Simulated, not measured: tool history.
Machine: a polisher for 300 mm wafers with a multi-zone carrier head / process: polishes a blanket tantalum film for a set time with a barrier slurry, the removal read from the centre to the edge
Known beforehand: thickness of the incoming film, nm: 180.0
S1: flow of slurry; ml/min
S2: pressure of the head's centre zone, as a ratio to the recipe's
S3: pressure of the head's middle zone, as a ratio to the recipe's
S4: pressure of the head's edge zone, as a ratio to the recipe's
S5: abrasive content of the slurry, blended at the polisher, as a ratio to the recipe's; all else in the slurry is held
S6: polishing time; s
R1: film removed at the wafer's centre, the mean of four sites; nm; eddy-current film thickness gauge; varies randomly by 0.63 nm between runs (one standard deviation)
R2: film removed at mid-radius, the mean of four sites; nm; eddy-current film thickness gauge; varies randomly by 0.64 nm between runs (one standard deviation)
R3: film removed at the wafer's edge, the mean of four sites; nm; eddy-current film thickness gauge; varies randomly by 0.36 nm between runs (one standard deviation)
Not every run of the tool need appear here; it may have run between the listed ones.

run	hour	S1	S2	S3	S4	S5	S6	R1	R2	R3
1	0.0	185	1.00	1.00	1.00	1.00	33	56.040	60.311	57.609
2	5.2	180	1.03	0.97	0.95	0.85	33	56.716	55.686	53.579
3	10.8	180	1.03	0.93	0.95	0.85	33	54.356	52.746	54.357
4	16.3	170	1.04	0.93	0.91	0.75	33	54.149	51.338	50.439
5	18.8	160	1.05	0.92	0.88	0.70	33	53.711	51.435	48.647
6	21.0	155	1.06	0.90	0.86	0.65	33	52.886	47.170	47.352
7	29.3	155	1.06	0.90	0.86	0.65	33	52.778	47.884	47.183
8	29.8	150	1.07	0.90	0.85	0.65	33	52.812	48.705	46.796

The next listed run, before its measurement:
9	34.9	150	1.08	0.89	0.84	0.65	33	?	?	?

{"run 9": {"R1": 52.734, "R2": 46.25, "R3": 46.591}}
